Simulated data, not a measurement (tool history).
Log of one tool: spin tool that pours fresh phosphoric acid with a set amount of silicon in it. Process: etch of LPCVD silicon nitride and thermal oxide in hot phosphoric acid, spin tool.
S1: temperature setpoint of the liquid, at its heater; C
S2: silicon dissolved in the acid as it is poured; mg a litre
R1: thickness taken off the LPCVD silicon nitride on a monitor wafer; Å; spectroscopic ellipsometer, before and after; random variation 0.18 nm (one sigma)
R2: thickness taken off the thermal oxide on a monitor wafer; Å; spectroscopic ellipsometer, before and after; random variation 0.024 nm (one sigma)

{"run": 1, "day": 0.0, "S1": 161, "S2": 18, "time under the liquid (s)": 180, "R1": 159.37, "R2": 3.7401}
{"run": 2, "day": 0.175, "S1": 161, "S2": 18, "time under the liquid (s)": 245, "R1": 219.54, "R2": 4.317}
{"run": 3, "day": 0.262, "S1": 161, "S2": 27, "time under the liquid (s)": 245, "R1": 218.24, "R2": 3.9086}
{"run": 4, "day": 0.296, "S1": 161, "S2": 27, "time under the liquid (s)": 315, "R1": 281.27, "R2": 5.2271}
{"run": 5, "day": 0.554, "S1": 160.5, "S2": 27.5, "time under the liquid (s)": 310, "R1": 268.83, "R2": 4.3734}
{"run": 6, "day": 0.912, "S1": 160, "S2": 26, "time under the liquid (s)": 305, "R1": 261.75, "R2": 5.1022}
{"run": 7, "day": 1.267, "S1": 159.5, "S2": 29.5, "time under the liquid (s)": 305, "R1": 260.15, "R2": 3.7608}

Forecast run 8:
{"run": 8, "day": 1.642, "S1": 159, "S2": 27.5, "time under the liquid (s)": 300, "R1": "?", "R2": "?"}

{"run 8": {"R1": 251.4, "R2": 3.5217}}
